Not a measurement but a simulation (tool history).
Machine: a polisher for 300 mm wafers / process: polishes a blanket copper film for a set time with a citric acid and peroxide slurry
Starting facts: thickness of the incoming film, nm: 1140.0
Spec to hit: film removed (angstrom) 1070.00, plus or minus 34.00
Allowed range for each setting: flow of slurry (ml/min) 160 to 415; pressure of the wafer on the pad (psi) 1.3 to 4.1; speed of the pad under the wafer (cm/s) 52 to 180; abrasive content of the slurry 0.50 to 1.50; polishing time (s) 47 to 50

run  hour  flow of slurry (ml/min)  pressure of the wafer on the pad (psi)  speed of the pad under the wafer (cm/s)  abrasive content of the slurry  polishing time (s)  film removed (angstrom)
  1   0.0                      265                                     2.7                                      116                            1.00                  47                  1297.40
  2   5.5                      265                                     2.6                                      116                            1.00                  47                  1264.50
  3   7.7                      265                                     2.5                                      116                            1.00                  47                  1211.80
  4  16.2                      265                                     2.4                                      116                            1.00                  47                  1175.60
  5  20.5                      265                                     2.4                                      116                            1.00                  50                  1232.90
  6  25.0                      265                                     2.4                                      116                            1.00                  50                  1239.40
  7  26.3                      265                                     2.3                                      116                            1.00                  50                  1184.00
  8  31.6                      265                                     2.2                                      116                            1.00                  50                  1138.20

5 next moves are on the table. One of them brings every result within its allowed miss. Which?
  A  36.9                      260                                     2.0                                      118                            1.15                  49                        ?
  B  36.9                      215                                     1.7                                      140                            0.75                  50                        ?
  C  36.9                      325                                     2.2                                      104                            1.00                  47                        ?
  D  36.9                      260                                     2.1                                      116                            0.90                  48                        ?
  E  36.9                      330                                     2.4                                      126                            0.85                  47                        ?

move  film removed (angstrom)
   A                  1066.00
   B                   969.74
   C                   978.65
   D                  1014.60
   E                  1233.20
A: all results in spec
B: moves the result that the last run missed by most past its target, out the other side
C: moves the result that the last run missed by most past its target, out the other side
D: moves the result that the last run missed by most past its target, out the other side
E: the biggest miss grows against the last run
Correct choice: A, which meets every target

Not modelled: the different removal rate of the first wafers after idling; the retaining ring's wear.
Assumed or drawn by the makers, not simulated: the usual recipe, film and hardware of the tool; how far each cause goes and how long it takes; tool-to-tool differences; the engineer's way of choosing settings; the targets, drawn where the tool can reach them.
